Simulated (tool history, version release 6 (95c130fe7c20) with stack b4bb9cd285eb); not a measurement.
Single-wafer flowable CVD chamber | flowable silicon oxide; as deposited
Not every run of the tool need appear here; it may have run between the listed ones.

run,day,heater temperature setpoint (deg C),chamber pressure (Torr),RF power (kW),deposition time (s),mean film thickness on the monitor wafer (Å)
1,0.000,110,0.930,2.545,402,2338.4
2,0.129,110,0.930,2.545,402,2336.2
3,0.371,111,0.930,2.545,402,2270.0
4,0.554,111,0.930,2.250,402,2224.9
5,0.858,112,0.930,2.250,402,2165.4
6,1.233,112,0.986,2.250,402,2284.8

Estimate the outcome of run 7 from the log above:
7,1.342,113,0.986,2.250,402,?

Run 7 measured mean film thickness on the monitor wafer (Å) 2222.0.
